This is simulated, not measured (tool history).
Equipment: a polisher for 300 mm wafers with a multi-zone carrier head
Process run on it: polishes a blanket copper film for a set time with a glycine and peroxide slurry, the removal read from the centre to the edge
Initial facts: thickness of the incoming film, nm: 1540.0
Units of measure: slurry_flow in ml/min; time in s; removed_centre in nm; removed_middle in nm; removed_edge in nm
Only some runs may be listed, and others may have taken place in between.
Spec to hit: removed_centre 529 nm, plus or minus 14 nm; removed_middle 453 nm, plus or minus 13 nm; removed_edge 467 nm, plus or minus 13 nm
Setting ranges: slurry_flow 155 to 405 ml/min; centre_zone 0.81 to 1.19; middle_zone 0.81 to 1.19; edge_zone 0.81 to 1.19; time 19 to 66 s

| run | hour | slurry_flow | centre_zone | middle_zone | edge_zone | time | removed_centre | removed_middle | removed_edge |
|---|---|---|---|---|---|---|---|---|---|
| 1 | 0 | 260 | 1 | 1 | 1 | 42 | 291.22 | 288.01 | 293.65 |
| 2 | 5.1 | 275 | 1.04 | 1.02 | 1.03 | 45 | 327.36 | 322.34 | 323.23 |
| 3 | 11.7 | 275 | 1.04 | 0.98 | 1.03 | 45 | 329.08 | 310.55 | 323.64 |
| 4 | 16.5 | 275 | 1.11 | 0.98 | 1.03 | 45 | 354.57 | 310.6 | 325.68 |
| 5 | 21.6 | 250 | 1.11 | 0.98 | 1.03 | 45 | 340.36 | 303.39 | 320.77 |
| 6 | 27.9 | 200 | 1.11 | 0.98 | 1.03 | 45 | 314.73 | 288.04 | 308.64 |
| 7 | 30.2 | 270 | 1.18 | 1.08 | 1.13 | 56 | 462.21 | 416.37 | 416.56 |
| 8 | 37 | 270 | 1.18 | 1.08 | 1.13 | 56 | 460.76 | 424.03 | 424.4 |
| 9 | 45.7 | 295 | 1.18 | 1.07 | 1.14 | 56 | 464.82 | 430.87 | 426.2 |
| 10 | 46.3 | 305 | 1.18 | 1.04 | 1.13 | 57 | 472.82 | 424.08 | 431.73 |
| 11 | 48.7 | 310 | 1.18 | 1.03 | 1.12 | 58 | 492.18 | 430.84 | 443.27 |
| 12 | 50.9 | 320 | 1.18 | 1.03 | 1.12 | 58 | 490.28 | 432.52 | 448.96 |
| 13 | 57.6 | 330 | 1.18 | 1.03 | 1.11 | 58 | 498.04 | 432.3 | 449.38 |

Exercise: of the 4 proposed moves below, exactly one satisfies all targets within the stated allowed misses. Which move is it?
| A | 64.3 | 310 | 1.01 | 1.03 | 1.14 | 63 | ? | ? | ? |
| B | 64.3 | 400 | 1.06 | 1.04 | 1.11 | 61 | ? | ? | ? |
| C | 64.3 | 405 | 1.08 | 1.05 | 1.05 | 59 | ? | ? | ? |
| D | 64.3 | 365 | 1.19 | 1.04 | 1.13 | 60 | ? | ? | ? |

| move | removed_centre | removed_middle | removed_edge |
|---|---|---|---|
| A | 458.13 | 456.88 | 485.94 |
| B | 486.06 | 463.25 | 477.44 |
| C | 479.95 | 452.44 | 449.57 |
| D | 529.72 | 449.68 | 469.49 |
A: moves away from the targets compared with the last run
B: moves away from the targets compared with the last run
C: moves away from the targets compared with the last run
D: each result inside its tolerance
Correct choice: D, which meets every target

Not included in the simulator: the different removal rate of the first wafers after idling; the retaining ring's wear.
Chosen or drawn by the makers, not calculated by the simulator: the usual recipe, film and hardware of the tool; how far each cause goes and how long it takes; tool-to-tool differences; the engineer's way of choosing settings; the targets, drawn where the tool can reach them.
